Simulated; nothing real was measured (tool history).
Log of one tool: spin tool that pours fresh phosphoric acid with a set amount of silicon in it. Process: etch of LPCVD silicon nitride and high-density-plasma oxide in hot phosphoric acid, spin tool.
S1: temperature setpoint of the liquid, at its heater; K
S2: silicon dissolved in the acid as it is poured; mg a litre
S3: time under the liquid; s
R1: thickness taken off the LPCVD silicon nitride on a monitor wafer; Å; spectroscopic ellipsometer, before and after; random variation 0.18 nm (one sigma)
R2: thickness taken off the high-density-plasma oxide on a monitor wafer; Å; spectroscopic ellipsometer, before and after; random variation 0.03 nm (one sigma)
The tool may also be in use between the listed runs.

run 1 hour=0.0 | S1=433.15 S2=9.0 S3=180 | R1=163.680 R2=7.6015
run 2 hour=5.8 | S1=433.15 S2=9.0 S3=120 | R1=108.050 R2=5.4149
run 3 hour=11.2 | S1=433.65 S2=11.5 S3=150 | R1=139.240 R2=6.2256
run 4 hour=19.8 | S1=434.65 S2=13.0 S3=165 | R1=158.400 R2=7.2798
run 5 hour=28.5 | S1=434.65 S2=13.0 S3=100 | R1=95.427 R2=4.6406
run 6 hour=37.4 | S1=434.65 S2=14.0 S3=135 | R1=128.840 R2=5.7624
run 7 hour=43.7 | S1=435.15 S2=15.0 S3=155 | R1=150.530 R2=6.7014
run 8 hour=49.2 | S1=435.65 S2=16.0 S3=170 | R1=166.480 R2=7.4476
run 9 hour=50.0 | S1=435.65 S2=17.0 S3=185 | R1=184.130 R2=7.8923
run 10 hour=53.0 | S1=435.65 S2=17.5 S3=195 | R1=191.700 R2=8.6725
run 11 hour=54.8 | S1=435.15 S2=18.0 S3=205 | R1=199.020 R2=8.7451
run 12 hour=59.0 | S1=435.65 S2=18.5 S3=210 | R1=206.310 R2=8.6746

Run 13 comes next. What will it give?
run 13 hour=64.3 | S1=435.65 S2=19.0 S3=215 | R1=? R2=?

{"run 13": {"R1": 214.3, "R2": 8.6371}}
